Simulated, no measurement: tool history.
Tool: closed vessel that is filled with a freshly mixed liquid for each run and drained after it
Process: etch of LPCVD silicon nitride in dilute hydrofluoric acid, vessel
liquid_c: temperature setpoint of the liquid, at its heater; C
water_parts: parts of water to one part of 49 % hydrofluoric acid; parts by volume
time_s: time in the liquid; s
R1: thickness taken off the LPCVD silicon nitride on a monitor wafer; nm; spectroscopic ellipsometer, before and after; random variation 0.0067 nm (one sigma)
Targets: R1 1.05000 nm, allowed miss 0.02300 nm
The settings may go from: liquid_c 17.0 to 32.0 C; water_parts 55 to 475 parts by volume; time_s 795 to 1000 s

{"run": 1, "day": 0.0, "liquid_c": 24.0, "water_parts": 265, "time_s": 1000, "R1": 1.9403}
{"run": 2, "day": 0.271, "liquid_c": 23.0, "water_parts": 270, "time_s": 1000, "R1": 1.8109}
{"run": 3, "day": 0.396, "liquid_c": 22.5, "water_parts": 275, "time_s": 1000, "R1": 1.7169}
{"run": 4, "day": 0.538, "liquid_c": 22.0, "water_parts": 280, "time_s": 1000, "R1": 1.6404}
{"run": 5, "day": 0.85, "liquid_c": 21.5, "water_parts": 285, "time_s": 1000, "R1": 1.5543}
{"run": 6, "day": 1.079, "liquid_c": 21.0, "water_parts": 290, "time_s": 1000, "R1": 1.489}
{"run": 7, "day": 1.354, "liquid_c": 20.5, "water_parts": 295, "time_s": 1000, "R1": 1.4086}
{"run": 8, "day": 1.696, "liquid_c": 20.0, "water_parts": 300, "time_s": 1000, "R1": 1.3519}
{"run": 9, "day": 1.9, "liquid_c": 19.5, "water_parts": 305, "time_s": 1000, "R1": 1.2771}
{"run": 10, "day": 2.129, "liquid_c": 19.0, "water_parts": 305, "time_s": 1000, "R1": 1.2531}
{"run": 11, "day": 2.475, "liquid_c": 17.0, "water_parts": 325, "time_s": 1000, "R1": 1.0206}

5 next moves are on the table. One of them brings every result within its allowed miss. Which?
{"run": "A", "day": 2.821, "liquid_c": 17.5, "water_parts": 305, "time_s": 860, "R1": "?"}
{"run": "B", "day": 2.821, "liquid_c": 19.5, "water_parts": 320, "time_s": 900, "R1": "?"}
{"run": "C", "day": 2.821, "liquid_c": 17.0, "water_parts": 260, "time_s": 825, "R1": "?"}
{"run": "D", "day": 2.821, "liquid_c": 17.5, "water_parts": 310, "time_s": 985, "R1": "?"}
{"run": "E", "day": 2.821, "liquid_c": 19.0, "water_parts": 340, "time_s": 1000, "R1": "?"}

move=A R1=0.96667
move=B R1=1.09870
move=C R1=1.04470
move=D R1=1.09020
move=E R1=1.11570
A: further off than the last run
B: takes the result that was furthest off past its target
C: meets every target
D: takes the result that was furthest off past its target
E: takes the result that was furthest off past its target
The right move is C.
